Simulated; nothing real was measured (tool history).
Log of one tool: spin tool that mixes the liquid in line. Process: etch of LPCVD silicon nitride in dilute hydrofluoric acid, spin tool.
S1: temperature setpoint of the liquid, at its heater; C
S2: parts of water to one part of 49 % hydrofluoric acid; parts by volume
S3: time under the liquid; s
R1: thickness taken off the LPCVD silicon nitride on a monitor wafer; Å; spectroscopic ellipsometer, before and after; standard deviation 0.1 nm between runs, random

run,day,S1,S2,S3,R1
1,0.000,22.0,115,270,9.6507
2,0.262,22.0,140,270,7.0089
3,0.412,22.5,130,275,8.5835
4,0.492,24.0,130,275,9.3870
5,0.529,24.0,130,290,10.5040
6,0.675,24.0,130,270,9.5285
7,0.800,24.5,125,275,10.9280
8,0.938,25.0,120,275,10.8800

The next listed run, before its measurement:
9,1.212,25.5,110,275,?

Run 9 came out at R1 12.1750 Å.
